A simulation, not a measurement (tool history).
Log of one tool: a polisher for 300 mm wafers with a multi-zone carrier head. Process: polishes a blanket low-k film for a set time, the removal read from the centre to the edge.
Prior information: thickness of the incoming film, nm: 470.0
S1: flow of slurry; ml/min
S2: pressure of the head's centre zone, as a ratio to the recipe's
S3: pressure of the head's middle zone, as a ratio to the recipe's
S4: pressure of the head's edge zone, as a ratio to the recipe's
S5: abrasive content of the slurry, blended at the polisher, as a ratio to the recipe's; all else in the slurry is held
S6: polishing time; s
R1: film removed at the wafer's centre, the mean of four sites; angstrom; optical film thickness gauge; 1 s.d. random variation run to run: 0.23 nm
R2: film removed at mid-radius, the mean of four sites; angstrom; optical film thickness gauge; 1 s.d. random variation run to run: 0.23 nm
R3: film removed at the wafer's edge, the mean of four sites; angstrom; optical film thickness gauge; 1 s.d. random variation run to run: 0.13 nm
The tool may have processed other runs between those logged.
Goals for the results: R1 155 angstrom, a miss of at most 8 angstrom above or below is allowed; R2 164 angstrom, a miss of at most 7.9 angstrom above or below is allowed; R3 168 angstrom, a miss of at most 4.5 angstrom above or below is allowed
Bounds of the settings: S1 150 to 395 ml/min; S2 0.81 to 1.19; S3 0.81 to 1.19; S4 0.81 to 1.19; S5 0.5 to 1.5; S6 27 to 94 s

run 1 hour=0 | S1=250 S2=1 S3=1 S4=1 S5=1 S6=60 | R1=189.43 R2=194.02 R3=193.16
run 2 hour=5.4 | S1=245 S2=0.98 S3=0.98 S4=0.98 S5=0.95 S6=60 | R1=185.61 R2=181.83 R3=185.28
run 3 hour=9.2 | S1=210 S2=0.98 S3=0.98 S4=0.98 S5=0.95 S6=60 | R1=184.85 R2=181.37 R3=183.86
run 4 hour=9.7 | S1=210 S2=0.98 S3=0.98 S4=0.91 S5=0.95 S6=60 | R1=178.31 R2=178.17 R3=177.82
run 5 hour=17.8 | S1=210 S2=1.03 S3=0.98 S4=0.91 S5=0.95 S6=60 | R1=187.98 R2=181.22 R3=176.05
run 6 hour=19.5 | S1=155 S2=1.03 S3=0.98 S4=0.91 S5=0.95 S6=60 | R1=186.28 R2=173.91 R3=174.32
run 7 hour=22.2 | S1=155 S2=1 S3=0.98 S4=0.9 S5=0.95 S6=60 | R1=177.66 R2=176.16 R3=172.28
run 8 hour=24.6 | S1=155 S2=0.98 S3=0.97 S4=0.9 S5=0.95 S6=60 | R1=175.08 R2=176.58 R3=173.18
run 9 hour=31.9 | S1=155 S2=0.96 S3=0.96 S4=0.9 S5=0.95 S6=60 | R1=172.53 R2=169.05 R3=173.21
run 10 hour=39.8 | S1=155 S2=0.95 S3=0.96 S4=0.89 S5=0.95 S6=60 | R1=169.89 R2=173.45 R3=174.63
run 11 hour=45 | S1=155 S2=0.94 S3=0.96 S4=0.89 S5=0.95 S6=60 | R1=164.21 R2=172.57 R3=171.85
run 12 hour=48.9 | S1=155 S2=0.93 S3=0.95 S4=0.89 S5=0.95 S6=60 | R1=167.43 R2=170.23 R3=172.88
run 13 hour=49.7 | S1=155 S2=0.92 S3=0.95 S4=0.89 S5=0.95 S6=60 | R1=165.98 R2=171.44 R3=173.21
run 14 hour=56.2 | S1=155 S2=0.91 S3=0.95 S4=0.89 S5=0.95 S6=60 | R1=160.8 R2=174.03 R3=173.45
run 15 hour=64.3 | S1=155 S2=0.91 S3=0.94 S4=0.89 S5=0.95 S6=60 | R1=162.89 R2=172.44 R3=171.3
run 16 hour=70.8 | S1=155 S2=0.9 S3=0.93 S4=0.9 S5=0.95 S6=60 | R1=158.2 R2=165.37 R3=173.49
run 17 hour=79.4 | S1=155 S2=0.9 S3=0.93 S4=0.89 S5=0.95 S6=60 | R1=159.74 R2=167.19 R3=172.92

Below are 5 possible settings for the next run. Only one of them brings all results inside the allowed miss of their targets. Which is it?
run A hour=88 | S1=155 S2=1 S3=0.93 S4=0.92 S5=1.05 S6=55 | R1=? R2=? R3=?
run B hour=88 | S1=160 S2=0.86 S3=0.89 S4=0.82 S5=1.05 S6=57 | R1=? R2=? R3=?
run C hour=88 | S1=150 S2=0.81 S3=0.88 S4=0.92 S5=1 S6=59 | R1=? R2=? R3=?
run D hour=88 | S1=155 S2=0.91 S3=0.92 S4=0.89 S5=0.85 S6=67 | R1=? R2=? R3=?
run E hour=88 | S1=205 S2=1 S3=0.97 S4=0.81 S5=0.9 S6=61 | R1=? R2=? R3=?

move=A R1=171.55 R2=167.38 R3=170.8
move=B R1=153.05 R2=167.79 R3=168.43
move=C R1=144.16 R2=166.47 R3=177.87
move=D R1=165.96 R2=176.59 R3=179.01
move=E R1=176.86 R2=178.28 R3=164.91
A: the worst result of the last run now meets its target, but another is out of spec
B: meets every target
C: moves away from the targets compared with the last run
D: moves away from the targets compared with the last run
E: the worst result of the last run now meets its target, but another is out of spec
Go with B: it meets all targets.
